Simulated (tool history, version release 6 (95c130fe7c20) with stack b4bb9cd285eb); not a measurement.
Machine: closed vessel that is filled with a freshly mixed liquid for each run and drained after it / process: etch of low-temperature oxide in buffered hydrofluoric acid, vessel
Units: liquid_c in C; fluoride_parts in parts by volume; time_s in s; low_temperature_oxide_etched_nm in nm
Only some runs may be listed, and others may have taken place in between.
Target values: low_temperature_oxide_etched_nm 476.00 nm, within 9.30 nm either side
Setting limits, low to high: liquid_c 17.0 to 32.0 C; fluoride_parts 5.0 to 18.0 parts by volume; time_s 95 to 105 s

run  hour  liquid_c  fluoride_parts  time_s  low_temperature_oxide_etched_nm
  1   0.0      24.0            11.0      95                           422.18
  2   8.6      24.0            11.0     105                           466.56
  3  12.2      24.0            11.0     105                           469.06
  4  18.8      24.0             8.0     105                           618.75
  5  24.9      25.5             8.0     105                           673.47
  6  30.4      24.0             8.0     105                           623.38
  7  36.0      23.0             8.0     105                           586.95
  8  43.3      23.0             8.0     105                           590.19
  9  44.4      22.0             8.0     105                           557.46
 10  45.3      21.5             8.0     105                           542.47
 11  54.1      21.0             8.0     105                           521.90

4 candidate next runs follow, results not yet known. Just one meets every target within its allowed miss. Identify it.
  A  62.9      21.0             8.0      95                                ?
  B  62.9      18.0             6.5     105                                ?
  C  62.9      20.5             7.0     105                                ?
  D  62.9      23.0             8.5      95                                ?

move  low_temperature_oxide_etched_nm
   A                           479.48
   B                           551.81
   C                           595.44
   D                           501.40
A: meets every target
B: further off than the last run
C: further off than the last run
D: closes in on the targets versus the last run, not all within tolerance yet
So the answer is move A, the one that meets all the targets.

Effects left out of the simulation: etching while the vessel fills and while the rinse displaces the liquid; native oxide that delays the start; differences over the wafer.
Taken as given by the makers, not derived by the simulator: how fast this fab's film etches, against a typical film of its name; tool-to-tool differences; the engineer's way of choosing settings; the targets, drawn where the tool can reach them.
